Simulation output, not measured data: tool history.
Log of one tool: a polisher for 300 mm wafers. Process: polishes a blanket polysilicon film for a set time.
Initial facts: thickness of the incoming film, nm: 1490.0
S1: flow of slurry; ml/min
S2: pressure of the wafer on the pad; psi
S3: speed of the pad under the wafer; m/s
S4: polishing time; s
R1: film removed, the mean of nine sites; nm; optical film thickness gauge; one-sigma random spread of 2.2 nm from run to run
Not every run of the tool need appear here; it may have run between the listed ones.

run,hour,S1,S2,S3,S4,R1
1,0,135,2.3,1.1,45,365.52
2,6,135,2.3,0.88,45,292.44
3,7.4,115,2.3,0.88,45,285.72
4,15.1,115,1.7,0.88,45,230.6
5,23.8,85,1.7,0.88,45,214.13
6,31,100,1.7,0.88,45,221.02
7,35.7,110,1.7,0.88,45,227.22
8,44.4,120,1.7,0.88,45,230.24
9,46.2,130,1.7,0.88,45,230.8
10,47.2,135,1.8,0.88,45,242.1
11,48.2,140,1.8,0.88,45,250.15
12,52.3,145,1.8,0.88,45,250.9
13,54.6,150,1.8,0.88,45,252.12
14,60.8,155,1.8,0.88,45,249.96
15,69.2,160,1.8,0.88,45,253.32
16,71.5,165,1.8,0.88,45,254.92

Expected results for the next run?
17,77.7,175,1.8,0.88,45,?

R1: 253.41 nm
